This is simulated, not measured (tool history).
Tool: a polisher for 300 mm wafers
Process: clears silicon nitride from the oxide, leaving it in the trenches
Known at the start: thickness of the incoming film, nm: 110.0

run,hour,flow of slurry (ml/min),pressure of the wafer on the pad (kPa),speed of the pad under the wafer (cm/s),overpolish time after the end point (s),time until the end point was called (s)
1,0,145,17.9,120,3,104.57
2,5.3,145,13.8,120,3,123.58
3,10.4,165,13.8,120,3,116.03
4,13.9,165,13.8,104,3,135.8
5,18.4,180,13.8,104,3,137.89
6,24,155,13.8,104,3,134.14
7,26.3,155,15.2,106,3,129.69

The next listed run, before its measurement:
8,27,155,16.5,108,3,?

time until the end point was called (s): 116.29
